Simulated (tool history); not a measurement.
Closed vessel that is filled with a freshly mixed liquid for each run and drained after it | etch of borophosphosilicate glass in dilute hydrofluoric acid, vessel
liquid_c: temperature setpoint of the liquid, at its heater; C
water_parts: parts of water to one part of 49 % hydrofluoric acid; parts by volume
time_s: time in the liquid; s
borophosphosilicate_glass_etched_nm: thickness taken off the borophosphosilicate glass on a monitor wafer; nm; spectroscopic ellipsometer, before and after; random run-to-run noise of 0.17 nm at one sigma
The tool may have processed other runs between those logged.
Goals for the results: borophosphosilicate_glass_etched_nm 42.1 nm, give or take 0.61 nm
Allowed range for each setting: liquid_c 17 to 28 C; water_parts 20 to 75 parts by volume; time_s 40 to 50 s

run,day,liquid_c,water_parts,time_s,borophosphosilicate_glass_etched_nm
1,0,20,45,50,35.625
2,0.162,20,50,50,31.798
3,0.475,17,50,50,27.965
4,0.7,17,60,50,22.918
# day 0.796: thermometer replaced
5,0.796,17,50,50,25.788
6,1.054,18,50,50,26.882
7,1.35,19,50,50,28.276
8,1.621,23,50,50,33.576
9,1.683,23.5,50,50,33.922
10,1.771,24,50,50,34.537
11,2.096,24.5,50,50,35.128
12,2.288,28,50,50,41.016
13,2.338,27.5,50,50,39.952
14,2.662,28,50,50,40.748
15,2.858,27.5,50,50,39.977
16,3.212,28,50,50,40.713
17,3.275,27.5,50,50,39.858
18,3.358,27.5,50,50,40.157
19,3.612,28,50,50,40.56
20,3.792,27.5,50,50,40.078

Exactly one of the 5 candidate moves below puts every result within its allowed miss. Which one?
A,3.971,24.5,40,45,?
B,3.971,26,45,50,?
C,3.971,28,50,45,?
D,3.971,28,50,50,?
E,3.971,26.5,50,50,?

move,borophosphosilicate_glass_etched_nm
A,40.392
B,42.132
C,36.726
D,40.806
E,38.424
A: closes in on the targets versus the last run, not all within tolerance yet
B: each result inside its tolerance
C: moves away from the targets compared with the last run
D: closes in on the targets versus the last run, not all within tolerance yet
E: moves away from the targets compared with the last run
Answer: B
